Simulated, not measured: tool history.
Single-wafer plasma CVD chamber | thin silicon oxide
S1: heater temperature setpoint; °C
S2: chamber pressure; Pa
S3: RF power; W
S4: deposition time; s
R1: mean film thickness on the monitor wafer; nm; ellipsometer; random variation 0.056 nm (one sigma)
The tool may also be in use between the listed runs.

run 1 hour=0.0 | S1=385 S2=84.7 S3=360 S4=8.19 | R1=12.154
run 2 hour=3.1 | S1=375 S2=84.7 S3=360 S4=8.19 | R1=12.409
run 3 hour=11.9 | S1=376 S2=80.4 S3=360 S4=8.19 | R1=11.883
run 4 hour=17.2 | S1=376 S2=80.4 S3=360 S4=8.46 | R1=12.089
run 5 hour=23.6 | S1=377 S2=76.7 S3=360 S4=8.46 | R1=11.673
-- hour=28.2 capacitance manometer re-zeroed and calibrated
run 6 hour=28.2 | S1=377 S2=76.7 S3=325 S4=8.46 | R1=10.872

Forecast run 7:
run 7 hour=36.7 | S1=378 S2=75.3 S3=325 S4=8.46 | R1=?

{"run 7": {"R1": 10.586}}

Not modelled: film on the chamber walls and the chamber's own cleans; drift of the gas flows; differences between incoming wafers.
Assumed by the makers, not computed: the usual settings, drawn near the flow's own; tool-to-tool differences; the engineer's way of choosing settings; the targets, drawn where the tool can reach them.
